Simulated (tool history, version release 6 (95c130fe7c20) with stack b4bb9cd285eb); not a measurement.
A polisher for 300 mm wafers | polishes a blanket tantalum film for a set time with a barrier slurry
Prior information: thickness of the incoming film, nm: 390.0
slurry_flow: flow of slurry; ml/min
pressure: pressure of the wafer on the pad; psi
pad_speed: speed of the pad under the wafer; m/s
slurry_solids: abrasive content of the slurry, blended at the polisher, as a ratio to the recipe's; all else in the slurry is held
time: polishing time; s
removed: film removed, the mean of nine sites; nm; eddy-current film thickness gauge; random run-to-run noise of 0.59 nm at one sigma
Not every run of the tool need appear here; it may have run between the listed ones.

run	day	slurry_flow	pressure	pad_speed	slurry_solids	time	removed
1	0.000	240	2.5	0.80	1.00	98	146.76
2	0.083	240	2.4	0.76	1.00	98	133.98
3	0.396	240	2.4	0.76	1.15	98	138.10
4	0.567	240	2.3	0.72	1.15	98	126.92
5	0.767	240	2.2	0.70	1.15	98	120.16
6	0.792	240	2.2	0.70	1.15	98	119.25

For run 7, what comes out?
7	1.008	240	2.1	0.68	1.15	98	?

{"run 7": {"removed": 113.15}}

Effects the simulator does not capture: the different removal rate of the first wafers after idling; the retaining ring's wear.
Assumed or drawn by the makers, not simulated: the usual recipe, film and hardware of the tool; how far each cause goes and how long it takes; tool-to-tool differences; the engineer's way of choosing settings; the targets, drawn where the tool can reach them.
